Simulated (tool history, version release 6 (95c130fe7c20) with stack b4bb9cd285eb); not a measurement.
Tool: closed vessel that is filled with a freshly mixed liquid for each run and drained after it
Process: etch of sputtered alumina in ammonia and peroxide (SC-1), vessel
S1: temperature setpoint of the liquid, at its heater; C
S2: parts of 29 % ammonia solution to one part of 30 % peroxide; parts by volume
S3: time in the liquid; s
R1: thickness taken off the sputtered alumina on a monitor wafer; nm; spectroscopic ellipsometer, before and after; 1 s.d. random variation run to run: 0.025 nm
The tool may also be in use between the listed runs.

run 1 hour=0 | S1=58 S2=0.6 S3=105 | R1=9.9966
run 2 hour=2.3 | S1=51 S2=0.6 S3=105 | R1=6.8915
run 3 hour=9.3 | S1=51 S2=0.5 S3=105 | R1=6.7645
run 4 hour=12.8 | S1=50.5 S2=0.5 S3=105 | R1=6.6492
-- hour=21.2 new drum of ammonia solution connected
run 5 hour=21.2 | S1=50.5 S2=0.4 S3=105 | R1=6.5596
run 6 hour=29.4 | S1=50.5 S2=0.4 S3=110 | R1=6.8392
run 7 hour=35.8 | S1=50 S2=0.4 S3=110 | R1=6.6529

Run 8 comes next. What will it give?
run 8 hour=41.5 | S1=49.5 S2=0.4 S3=110 | R1=?

R1: 6.511 nm
